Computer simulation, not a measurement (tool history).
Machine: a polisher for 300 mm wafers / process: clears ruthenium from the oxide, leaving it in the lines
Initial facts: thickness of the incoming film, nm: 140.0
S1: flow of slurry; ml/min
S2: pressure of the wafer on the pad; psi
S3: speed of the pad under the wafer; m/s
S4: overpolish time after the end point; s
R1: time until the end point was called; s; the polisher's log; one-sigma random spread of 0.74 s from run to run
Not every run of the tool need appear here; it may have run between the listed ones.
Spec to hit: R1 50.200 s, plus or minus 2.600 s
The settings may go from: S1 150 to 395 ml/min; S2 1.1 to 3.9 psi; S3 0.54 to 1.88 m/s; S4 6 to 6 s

| run | hour | S1 | S2 | S3 | S4 | R1 |
|---|---|---|---|---|---|---|
| 1 | 0.0 | 250 | 2.5 | 1.20 | 6 | 86.800 |
| 2 | 5.0 | 250 | 2.5 | 1.20 | 6 | 88.374 |
| 3 | 12.6 | 250 | 2.6 | 1.20 | 6 | 87.297 |
| 4 | 13.3 | 200 | 2.6 | 1.20 | 6 | 88.948 |
| 5 | 15.8 | 200 | 2.3 | 1.20 | 6 | 96.119 |
| 6 | 21.7 | 200 | 2.5 | 1.22 | 6 | 89.806 |
| 7 | 28.1 | 200 | 2.6 | 1.24 | 6 | 83.690 |
| 8 | 32.9 | 200 | 2.7 | 1.24 | 6 | 80.965 |
| 9 | 39.0 | 200 | 3.4 | 1.30 | 6 | 63.110 |
| 10 | 41.0 | 200 | 3.7 | 1.36 | 6 | 54.530 |
| 11 | 48.7 | 200 | 3.8 | 1.38 | 6 | 52.671 |

Below are 5 possible settings for the next run. Only one of them brings all results inside the allowed miss of their targets. Which is it?
| A | 56.4 | 165 | 3.4 | 1.44 | 6 | ? |
| B | 56.4 | 210 | 3.8 | 1.30 | 6 | ? |
| C | 56.4 | 180 | 3.5 | 1.34 | 6 | ? |
| D | 56.4 | 215 | 3.8 | 1.44 | 6 | ? |
| E | 56.4 | 220 | 3.9 | 1.24 | 6 | ? |

| move | R1 |
|---|---|
| A | 57.265 |
| B | 55.063 |
| C | 59.028 |
| D | 49.713 |
| E | 55.911 |
A: moves away from the targets compared with the last run
B: moves away from the targets compared with the last run
C: moves away from the targets compared with the last run
D: all results in spec
E: moves away from the targets compared with the last run
D meets every target.
